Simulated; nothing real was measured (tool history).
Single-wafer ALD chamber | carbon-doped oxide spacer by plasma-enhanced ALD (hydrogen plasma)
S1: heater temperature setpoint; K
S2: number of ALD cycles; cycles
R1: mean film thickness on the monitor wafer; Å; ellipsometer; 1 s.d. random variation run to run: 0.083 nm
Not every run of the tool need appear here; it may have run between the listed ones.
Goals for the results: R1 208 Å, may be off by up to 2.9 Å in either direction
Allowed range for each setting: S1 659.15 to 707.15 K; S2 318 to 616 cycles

{"run": 1, "hour": 0.0, "S1": 683.15, "S2": 467, "R1": 247.88}
{"run": 2, "hour": 5.2, "S1": 685.15, "S2": 460, "R1": 241.69}
{"run": 3, "hour": 6.6, "S1": 687.15, "S2": 455, "R1": 234.76}
{"run": 4, "hour": 8.3, "S1": 689.15, "S2": 454, "R1": 235.25}
{"run": 5, "hour": 17.1, "S1": 689.15, "S2": 514, "R1": 267.73}
{"run": 6, "hour": 25.6, "S1": 691.15, "S2": 504, "R1": 259.09}
{"run": 7, "hour": 27.3, "S1": 693.15, "S2": 496, "R1": 254.17}
{"run": 8, "hour": 33.7, "S1": 694.15, "S2": 487, "R1": 249.37}
{"run": 9, "hour": 36.0, "S1": 705.15, "S2": 412, "R1": 201.66}

Which of these 5 next moves meets every target?
{"run": "A", "hour": 38.3, "S1": 703.15, "S2": 381, "R1": "?"}
{"run": "B", "hour": 38.3, "S1": 684.15, "S2": 379, "R1": "?"}
{"run": "C", "hour": 38.3, "S1": 707.15, "S2": 423, "R1": "?"}
{"run": "D", "hour": 38.3, "S1": 701.15, "S2": 381, "R1": "?"}
{"run": "E", "hour": 38.3, "S1": 706.15, "S2": 410, "R1": "?"}

move=A R1=190.14
move=B R1=199.89
move=C R1=208.58
move=D R1=191.28
move=E R1=202.78
A: misses by more than the last run did
B: misses by more than the last run did
C: every result within its allowed miss
D: misses by more than the last run did
E: gains on the last run, yet a result remains outside its allowed miss
C is the move that brings every result within its allowed miss.
